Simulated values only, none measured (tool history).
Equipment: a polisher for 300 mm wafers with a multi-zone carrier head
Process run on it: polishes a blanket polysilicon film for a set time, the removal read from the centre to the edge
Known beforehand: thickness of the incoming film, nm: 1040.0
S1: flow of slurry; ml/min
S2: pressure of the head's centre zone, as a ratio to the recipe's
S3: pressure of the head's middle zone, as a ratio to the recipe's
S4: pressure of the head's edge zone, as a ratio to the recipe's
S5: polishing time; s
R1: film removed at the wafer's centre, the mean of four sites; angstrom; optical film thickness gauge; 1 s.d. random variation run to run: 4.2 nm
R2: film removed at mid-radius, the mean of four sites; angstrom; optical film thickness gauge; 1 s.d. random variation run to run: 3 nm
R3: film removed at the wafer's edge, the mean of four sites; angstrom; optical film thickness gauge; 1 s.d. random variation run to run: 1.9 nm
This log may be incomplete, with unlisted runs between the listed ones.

| run | hour | S1 | S2 | S3 | S4 | S5 | R1 | R2 | R3 |
|---|---|---|---|---|---|---|---|---|---|
| 1 | 0 | 145 | 1 | 1 | 1 | 37 | 3280.7 | 3291.4 | 3192.7 |
| 2 | 1 | 145 | 1 | 1 | 1.06 | 37 | 3290.2 | 3275.2 | 3276.3 |
| 3 | 9.6 | 140 | 1.03 | 1 | 1 | 35 | 3242.4 | 3035.7 | 2996.9 |
| 4 | 16.8 | 140 | 1.03 | 0.93 | 1 | 35 | 3195.2 | 2900.4 | 2916.9 |
| 5 | 22.5 | 140 | 1.03 | 0.94 | 0.94 | 34 | 3098.7 | 2880.3 | 2787.9 |
| 6 | 29.7 | 130 | 1.04 | 0.94 | 0.9 | 34 | 3075.9 | 2876.6 | 2711.6 |

Expected results for the next run?
| 7 | 34.3 | 125 | 1.05 | 0.93 | 0.87 | 34 | ? | ? | ? |

R1: 3174.6 angstrom
R2: 2748.1 angstrom
R3: 2643.9 angstrom
